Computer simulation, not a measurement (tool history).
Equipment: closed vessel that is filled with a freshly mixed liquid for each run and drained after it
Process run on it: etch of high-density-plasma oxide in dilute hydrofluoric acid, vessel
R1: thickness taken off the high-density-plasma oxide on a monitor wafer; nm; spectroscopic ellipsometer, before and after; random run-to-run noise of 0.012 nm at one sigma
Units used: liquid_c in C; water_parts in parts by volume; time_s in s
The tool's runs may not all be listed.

run 1 hour=0 | liquid_c=22 water_parts=190 time_s=70 | R1=1.4266
run 2 hour=3 | liquid_c=21.5 water_parts=190 time_s=70 | R1=1.3966
run 3 hour=9.8 | liquid_c=21.5 water_parts=190 time_s=70 | R1=1.3909
run 4 hour=16 | liquid_c=21 water_parts=190 time_s=70 | R1=1.3822
run 5 hour=21.9 | liquid_c=21 water_parts=190 time_s=45 | R1=0.88849
run 6 hour=30.5 | liquid_c=19.5 water_parts=190 time_s=45 | R1=0.82535
run 7 hour=38.9 | liquid_c=20 water_parts=190 time_s=45 | R1=0.85214

For run 8, what comes out?
run 8 hour=45.3 | liquid_c=20.5 water_parts=190 time_s=45 | R1=?

{"run 8": {"R1": 0.88104}}

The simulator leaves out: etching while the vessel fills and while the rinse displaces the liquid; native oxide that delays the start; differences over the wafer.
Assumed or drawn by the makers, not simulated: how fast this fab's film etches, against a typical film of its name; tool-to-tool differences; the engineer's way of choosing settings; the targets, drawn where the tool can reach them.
